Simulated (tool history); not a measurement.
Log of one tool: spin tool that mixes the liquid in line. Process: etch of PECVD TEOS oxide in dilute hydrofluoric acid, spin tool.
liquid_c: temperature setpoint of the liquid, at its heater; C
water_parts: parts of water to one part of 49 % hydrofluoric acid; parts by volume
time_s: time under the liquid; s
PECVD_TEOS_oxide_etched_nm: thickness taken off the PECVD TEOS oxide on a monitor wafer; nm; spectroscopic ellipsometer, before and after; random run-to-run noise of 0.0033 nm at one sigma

run    day  liquid_c  water_parts  time_s  PECVD_TEOS_oxide_etched_nm
  1      0        23          240      45                      1.3044
  2  0.175      21.5          255      45                      1.1435
  3  0.529      21.5          255      45                      1.1397
  4  0.721      21.5          255      20                     0.50552
  5  1.062      22.5          255      20                     0.52104
  6  1.329        21          245      20                     0.52364
  7    1.7        22          245      20                     0.54044

Run 8 comes next. What will it give?
  8  1.779      24.5          240      20                           ?

PECVD_TEOS_oxide_etched_nm: 0.60802 nm
